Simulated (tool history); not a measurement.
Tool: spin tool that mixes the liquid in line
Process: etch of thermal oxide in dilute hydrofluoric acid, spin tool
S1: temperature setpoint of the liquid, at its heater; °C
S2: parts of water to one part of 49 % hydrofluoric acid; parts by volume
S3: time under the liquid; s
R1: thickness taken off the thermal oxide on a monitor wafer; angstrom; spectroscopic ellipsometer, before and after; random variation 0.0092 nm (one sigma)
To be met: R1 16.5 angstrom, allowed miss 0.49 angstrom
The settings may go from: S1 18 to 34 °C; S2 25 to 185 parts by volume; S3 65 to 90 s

run,hour,S1,S2,S3,R1
1,0,26,105,90,36.415
2,2.1,28.5,105,90,40.029
3,6.6,28.5,105,65,29.025
4,13.7,28.5,130,65,22.437
5,22.8,28.5,110,65,27.227
6,25.9,31.5,110,65,30.552
7,32.3,27.5,125,65,22.713
8,37.7,25.5,130,65,20.217
9,45.2,24,130,65,18.875
10,48.8,23,130,65,18.338
11,55.9,22.5,130,65,17.862
12,58.8,22.5,130,65,17.826

Which of these 5 next moves meets every target?
A,61.7,22.5,135,70,?
B,61.7,24.5,150,80,?
C,61.7,24.5,185,90,?
D,61.7,26.5,150,65,?
E,61.7,18,135,75,?

move,R1
A,18.495
B,20.202
C,17.713
D,17.698
E,16.546
A: further off than the last run
B: further off than the last run
C: nearer than the last run, and not there yet
D: nearer than the last run, and not there yet
E: meets every target
Answer: E
